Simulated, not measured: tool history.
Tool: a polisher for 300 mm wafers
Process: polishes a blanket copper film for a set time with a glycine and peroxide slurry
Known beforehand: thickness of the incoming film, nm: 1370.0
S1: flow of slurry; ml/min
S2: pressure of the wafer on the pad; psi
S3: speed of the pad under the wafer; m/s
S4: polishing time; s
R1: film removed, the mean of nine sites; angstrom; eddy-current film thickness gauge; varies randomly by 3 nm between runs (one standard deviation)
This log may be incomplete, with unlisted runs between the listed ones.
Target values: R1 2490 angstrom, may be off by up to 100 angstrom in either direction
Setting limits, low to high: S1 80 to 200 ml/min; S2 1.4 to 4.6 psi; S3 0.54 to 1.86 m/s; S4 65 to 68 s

run	hour	S1	S2	S3	S4	R1
1	0	130	3	1.18	65	4131.2
2	3.9	145	3	1.18	65	4024.1
3	9.4	145	2.7	1.16	65	3848.5
4	13.6	145	2.7	1.16	65	3852.3
5	18	145	2.7	1.46	65	4568
6	25.2	145	2.5	1.36	65	4225.2
7	27.7	145	2.3	1.26	65	3726.1
8	36.6	145	2.1	1.2	65	3340
9	45.4	145	2	1.18	65	3230.1
10	50.8	145	1.9	1.16	65	3057.9

Which one of the following 5 next-run settings gets every result inside its allowed miss? There is exactly one.
A	56.2	130	1.4	0.94	65	?
B	56.2	145	1.6	0.84	66	?
C	56.2	145	1.9	1.22	66	?
D	56.2	135	1.7	1.06	67	?
E	56.2	130	1.6	1.02	65	?

move	R1
A	2194
B	2224.6
C	3222.8
D	2728.3
E	2477.2
A: moves the result that the last run missed by most past its target, out the other side
B: moves the result that the last run missed by most past its target, out the other side
C: moves away from the targets compared with the last run
D: gains on the last run, yet a result remains outside its allowed miss
E: in spec on every target
Move E is the one to make.
